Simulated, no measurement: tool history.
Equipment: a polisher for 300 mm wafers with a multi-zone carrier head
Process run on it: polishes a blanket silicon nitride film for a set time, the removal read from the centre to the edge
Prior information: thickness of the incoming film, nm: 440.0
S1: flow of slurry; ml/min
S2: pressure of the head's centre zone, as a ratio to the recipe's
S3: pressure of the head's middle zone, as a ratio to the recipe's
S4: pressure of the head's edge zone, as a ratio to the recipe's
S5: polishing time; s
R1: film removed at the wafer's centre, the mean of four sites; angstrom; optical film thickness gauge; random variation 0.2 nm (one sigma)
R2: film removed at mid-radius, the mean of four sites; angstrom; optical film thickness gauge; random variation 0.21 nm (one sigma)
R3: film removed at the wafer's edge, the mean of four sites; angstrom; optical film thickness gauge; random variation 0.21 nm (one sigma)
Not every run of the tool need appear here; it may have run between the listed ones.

run  hour   S1    S2    S3    S4  S5      R1      R2      R3
  1     0  275     1     1     1  33  443.33  427.72  431.63
  2   4.7  275     1     1     1  36   487.4  480.43  469.65
  3  10.6  215     1     1     1  36  463.75  455.47  452.68
  4  13.7  260     1     1     1  36   478.7  471.06  472.59
  5  20.2  245  0.98  1.03  0.96  31  397.53   411.6  397.26
  6  27.5  245  0.98  1.11  0.96  31  404.19  432.32  395.69
  7  32.4  170  0.92  1.08  0.86  21  241.59  271.85  247.29
  8    33  210  0.99  1.15  0.81  15  191.48  209.51  174.01
  9  35.9  220  0.99  1.16  0.84  16  205.56   228.7  189.88
 10  42.5  225     1  1.17  0.86  16  208.56   227.9  192.45
 11  43.3  240     1  1.17  0.87  16  212.63   229.1  193.14
 12    44  250  0.99  1.17  0.88  16  214.32  227.33  196.24
 13  52.4  235  0.99  1.17  0.88  16  207.56  226.23  196.23
 14  60.6  295  0.95  1.19  0.86  19  244.77  280.91  228.66
 15  66.5  275  0.96  1.18  0.86  19  246.64   277.7  233.03
 16  74.8  255  0.97  1.18  0.86  19   246.9   275.8  228.53
 17  79.4  245  0.97  1.17  0.85  19  244.29  267.74  223.37
 18  87.9  235  0.96  1.16  0.84  19  242.41  267.76  227.76
 19  93.8  230  0.96  1.16  0.83  19  234.74  268.78  221.58
 20  97.5  220  0.97  1.15  0.83  19  241.13  263.29  224.55

Forecast run 21:
 21   103  220  0.97  1.16  0.83  19   ?   ?   ?

{"run 21": {"R1": 238.74, "R2": 265.23, "R3": 222.32}}
